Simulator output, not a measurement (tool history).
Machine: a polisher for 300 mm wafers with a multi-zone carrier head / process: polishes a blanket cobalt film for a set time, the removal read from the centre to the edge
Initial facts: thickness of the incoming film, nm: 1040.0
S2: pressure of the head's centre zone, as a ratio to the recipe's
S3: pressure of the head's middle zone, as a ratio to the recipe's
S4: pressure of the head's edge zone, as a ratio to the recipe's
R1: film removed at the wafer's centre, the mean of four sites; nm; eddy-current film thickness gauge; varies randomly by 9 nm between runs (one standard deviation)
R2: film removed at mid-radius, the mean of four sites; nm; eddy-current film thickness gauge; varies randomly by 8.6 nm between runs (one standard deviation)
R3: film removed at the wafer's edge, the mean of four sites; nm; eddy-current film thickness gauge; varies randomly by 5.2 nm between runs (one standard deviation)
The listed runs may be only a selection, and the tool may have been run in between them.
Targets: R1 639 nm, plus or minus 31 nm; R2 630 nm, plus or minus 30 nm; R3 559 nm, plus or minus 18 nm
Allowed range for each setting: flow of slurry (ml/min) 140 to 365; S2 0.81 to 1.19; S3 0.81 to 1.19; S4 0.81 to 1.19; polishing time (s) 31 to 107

{"run": 1, "hour": 0.0, "flow of slurry (ml/min)": 235, "S2": 1, "S3": 1, "S4": 1, "polishing time (s)": 69, "R1": 406.51, "R2": 428.38, "R3": 407.05}
{"run": 2, "hour": 6.4, "flow of slurry (ml/min)": 245, "S2": 1.04, "S3": 1.03, "S4": 1.02, "polishing time (s)": 73, "R1": 452.12, "R2": 458.49, "R3": 444.24}
{"run": 3, "hour": 14.6, "flow of slurry (ml/min)": 245, "S2": 1.04, "S3": 1.03, "S4": 1.02, "polishing time (s)": 84, "R1": 525.9, "R2": 523.75, "R3": 507.4}
{"run": 4, "hour": 15.6, "flow of slurry (ml/min)": 250, "S2": 1.06, "S3": 1.06, "S4": 1.02, "polishing time (s)": 85, "R1": 538.49, "R2": 540.06, "R3": 523.45}
{"run": 5, "hour": 16.4, "flow of slurry (ml/min)": 250, "S2": 1.06, "S3": 1.06, "S4": 0.98, "polishing time (s)": 85, "R1": 546.26, "R2": 547.55, "R3": 509.43}
{"run": 6, "hour": 21.3, "flow of slurry (ml/min)": 255, "S2": 1.08, "S3": 1.08, "S4": 0.98, "polishing time (s)": 86, "R1": 564.74, "R2": 559.16, "R3": 509.03}
{"run": 7, "hour": 30.1, "flow of slurry (ml/min)": 260, "S2": 1.09, "S3": 1.1, "S4": 0.99, "polishing time (s)": 87, "R1": 551.99, "R2": 595.11, "R3": 526.69}
{"run": 8, "hour": 37.9, "flow of slurry (ml/min)": 265, "S2": 1.11, "S3": 1.1, "S4": 0.99, "polishing time (s)": 88, "R1": 590.31, "R2": 593.06, "R3": 522.79}
{"run": 9, "hour": 43.9, "flow of slurry (ml/min)": 265, "S2": 1.12, "S3": 1.1, "S4": 1, "polishing time (s)": 89, "R1": 582.6, "R2": 593.78, "R3": 540.2}
{"run": 10, "hour": 52.2, "flow of slurry (ml/min)": 265, "S2": 1.13, "S3": 1.1, "S4": 0.99, "polishing time (s)": 90, "R1": 606.88, "R2": 594.56, "R3": 530.95}

Which of these 4 next moves meets every target?
{"run": "A", "hour": 60.5, "flow of slurry (ml/min)": 155, "S2": 1.13, "S3": 1.12, "S4": 0.98, "polishing time (s)": 98, "R1": "?", "R2": "?", "R3": "?"}
{"run": "B", "hour": 60.5, "flow of slurry (ml/min)": 250, "S2": 1.1, "S3": 1.19, "S4": 0.95, "polishing time (s)": 84, "R1": "?", "R2": "?", "R3": "?"}
{"run": "C", "hour": 60.5, "flow of slurry (ml/min)": 235, "S2": 1.19, "S3": 1.1, "S4": 0.96, "polishing time (s)": 87, "R1": "?", "R2": "?", "R3": "?"}
{"run": "D", "hour": 60.5, "flow of slurry (ml/min)": 260, "S2": 0.99, "S3": 1.12, "S4": 1.04, "polishing time (s)": 94, "R1": "?", "R2": "?", "R3": "?"}

move=A R1=624.38 R2=618.1 R3=564.2
move=B R1=542.57 R2=574.2 R3=489.47
move=C R1=604.85 R2=558.98 R3=508.13
move=D R1=547.54 R2=616.97 R3=573.01
A: every result within its allowed miss
B: its largest miss is bigger than the last run's
C: its largest miss is bigger than the last run's
D: gets the furthest-off result to its target, but another result is out of tolerance
A meets every target.
